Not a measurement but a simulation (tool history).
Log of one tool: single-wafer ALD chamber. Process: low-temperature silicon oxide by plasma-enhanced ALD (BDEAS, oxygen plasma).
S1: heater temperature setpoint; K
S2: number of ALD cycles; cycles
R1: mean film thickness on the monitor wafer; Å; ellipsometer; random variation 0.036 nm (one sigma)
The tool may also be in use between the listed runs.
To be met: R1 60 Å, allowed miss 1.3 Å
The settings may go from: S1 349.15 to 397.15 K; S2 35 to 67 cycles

{"run": 1, "day": 0.0, "S1": 373.15, "S2": 51, "R1": 74.404}
{"run": 2, "day": 0.221, "S1": 378.15, "S2": 51, "R1": 74.059}
{"run": 3, "day": 0.267, "S1": 378.15, "S2": 57, "R1": 82.571}
{"run": 4, "day": 0.383, "S1": 378.15, "S2": 61, "R1": 88.507}
{"run": 5, "day": 0.654, "S1": 380.15, "S2": 55, "R1": 80.141}
{"run": 6, "day": 0.808, "S1": 380.15, "S2": 50, "R1": 72.372}
{"run": 7, "day": 1.146, "S1": 381.15, "S2": 47, "R1": 68.2}
{"run": 8, "day": 1.429, "S1": 382.15, "S2": 45, "R1": 64.479}
{"run": 9, "day": 1.712, "S1": 383.15, "S2": 44, "R1": 63.417}
{"day": 1.929, "done": "thermocouple changed; heater temperature recalibrated"}
{"run": 10, "day": 1.929, "S1": 384.15, "S2": 43, "R1": 61.668}
{"run": 11, "day": 1.983, "S1": 385.15, "S2": 43, "R1": 61.898}

5 next moves are on the table. One of them brings every result within its allowed miss. Which?
{"run": "A", "day": 2.038, "S1": 382.15, "S2": 45, "R1": "?"}
{"run": "B", "day": 2.038, "S1": 375.15, "S2": 44, "R1": "?"}
{"run": "C", "day": 2.038, "S1": 397.15, "S2": 45, "R1": "?"}
{"run": "D", "day": 2.038, "S1": 384.15, "S2": 45, "R1": "?"}
{"run": "E", "day": 2.038, "S1": 380.15, "S2": 41, "R1": "?"}

move=A R1=65.123
move=B R1=64.514
move=C R1=63.286
move=D R1=64.878
move=E R1=59.558
A: further off than the last run
B: further off than the last run
C: further off than the last run
D: further off than the last run
E: meets every target
The right move is E.
